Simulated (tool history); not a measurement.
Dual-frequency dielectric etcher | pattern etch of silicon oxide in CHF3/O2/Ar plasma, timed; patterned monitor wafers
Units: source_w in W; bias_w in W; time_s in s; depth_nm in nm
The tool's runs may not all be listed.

run 1 day=0.000 | source_w=770 bias_w=179 time_s=520.0 | depth_nm=1115.0
run 2 day=0.188 | source_w=800 bias_w=181 time_s=520.5 | depth_nm=1138.3
run 3 day=0.212 | source_w=800 bias_w=153 time_s=520.5 | depth_nm=1111.4
run 4 day=0.275 | source_w=830 bias_w=156 time_s=521.5 | depth_nm=1123.9
run 5 day=0.429 | source_w=860 bias_w=160 time_s=523.5 | depth_nm=1152.9
run 6 day=0.775 | source_w=880 bias_w=163 time_s=524.5 | depth_nm=1184.5
run 7 day=0.796 | source_w=900 bias_w=164 time_s=524.5 | depth_nm=1199.1
run 8 day=0.950 | source_w=920 bias_w=165 time_s=524.5 | depth_nm=1200.9
run 9 day=1.038 | source_w=940 bias_w=167 time_s=525.0 | depth_nm=1219.7
run 10 day=1.262 | source_w=950 bias_w=168 time_s=525.5 | depth_nm=1225.2

Run 11 comes next. What will it give?
run 11 day=1.458 | source_w=960 bias_w=169 time_s=526.0 | depth_nm=?

{"run 11": {"depth_nm": 1233.4}}

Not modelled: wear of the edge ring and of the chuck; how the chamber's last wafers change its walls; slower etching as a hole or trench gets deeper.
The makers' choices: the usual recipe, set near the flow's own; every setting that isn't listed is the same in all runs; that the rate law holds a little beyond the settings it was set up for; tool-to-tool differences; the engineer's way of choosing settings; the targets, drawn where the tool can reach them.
